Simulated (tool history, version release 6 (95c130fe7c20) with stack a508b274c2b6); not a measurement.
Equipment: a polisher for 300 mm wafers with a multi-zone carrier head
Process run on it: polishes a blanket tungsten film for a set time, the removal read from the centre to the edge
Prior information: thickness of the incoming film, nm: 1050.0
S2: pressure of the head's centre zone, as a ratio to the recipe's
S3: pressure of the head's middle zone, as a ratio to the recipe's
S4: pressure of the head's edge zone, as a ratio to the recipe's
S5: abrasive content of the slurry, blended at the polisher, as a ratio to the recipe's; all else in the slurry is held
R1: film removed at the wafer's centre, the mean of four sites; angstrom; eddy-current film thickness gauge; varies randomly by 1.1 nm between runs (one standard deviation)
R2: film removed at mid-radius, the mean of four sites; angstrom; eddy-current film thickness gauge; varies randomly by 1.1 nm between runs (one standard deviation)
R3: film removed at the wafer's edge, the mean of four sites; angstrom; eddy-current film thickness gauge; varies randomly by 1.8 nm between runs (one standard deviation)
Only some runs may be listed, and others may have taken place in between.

{"run": 1, "hour": 0.0, "flow of slurry (ml/min)": 195, "S2": 1, "S3": 1, "S4": 1, "S5": 1, "polishing time (s)": 51, "R1": 2008.1, "R2": 2036.7, "R3": 2021.8}
{"run": 2, "hour": 4.7, "flow of slurry (ml/min)": 195, "S2": 1, "S3": 0.96, "S4": 1, "S5": 1, "polishing time (s)": 51, "R1": 2006.7, "R2": 2005.7, "R3": 1994.6}
{"run": 3, "hour": 9.6, "flow of slurry (ml/min)": 195, "S2": 1, "S3": 0.96, "S4": 0.93, "S5": 1, "polishing time (s)": 51, "R1": 2016.6, "R2": 1967.6, "R3": 1927.2}
{"run": 4, "hour": 18.0, "flow of slurry (ml/min)": 180, "S2": 0.98, "S3": 0.92, "S4": 0.92, "S5": 0.85, "polishing time (s)": 50, "R1": 1823.7, "R2": 1807.4, "R3": 1835.9}
{"run": 5, "hour": 23.8, "flow of slurry (ml/min)": 210, "S2": 0.98, "S3": 0.92, "S4": 0.92, "S5": 0.85, "polishing time (s)": 50, "R1": 1896.1, "R2": 1866.9, "R3": 1858.1}
{"run": 6, "hour": 24.9, "flow of slurry (ml/min)": 180, "S2": 0.98, "S3": 0.92, "S4": 0.92, "S5": 0.85, "polishing time (s)": 50, "R1": 1847, "R2": 1780.8, "R3": 1832.1}
{"run": 7, "hour": 25.8, "flow of slurry (ml/min)": 160, "S2": 0.94, "S3": 0.84, "S4": 0.82, "S5": 0.6, "polishing time (s)": 47, "R1": 1480.4, "R2": 1433.3, "R3": 1513.8}
{"run": 8, "hour": 29.7, "flow of slurry (ml/min)": 165, "S2": 0.95, "S3": 0.84, "S4": 0.82, "S5": 0.6, "polishing time (s)": 47, "R1": 1533.6, "R2": 1438, "R3": 1500.2}
{"run": 9, "hour": 37.7, "flow of slurry (ml/min)": 165, "S2": 0.95, "S3": 0.84, "S4": 0.82, "S5": 0.6, "polishing time (s)": 47, "R1": 1517.9, "R2": 1453.7, "R3": 1492}

Run 10 comes next. What will it give?
{"run": 10, "hour": 43.6, "flow of slurry (ml/min)": 165, "S2": 0.95, "S3": 0.84, "S4": 0.83, "S5": 0.6, "polishing time (s)": 47, "R1": "?", "R2": "?", "R3": "?"}

Logged for run 10: R1 1510 angstrom, R2 1433 angstrom, R3 1482.3 angstrom.
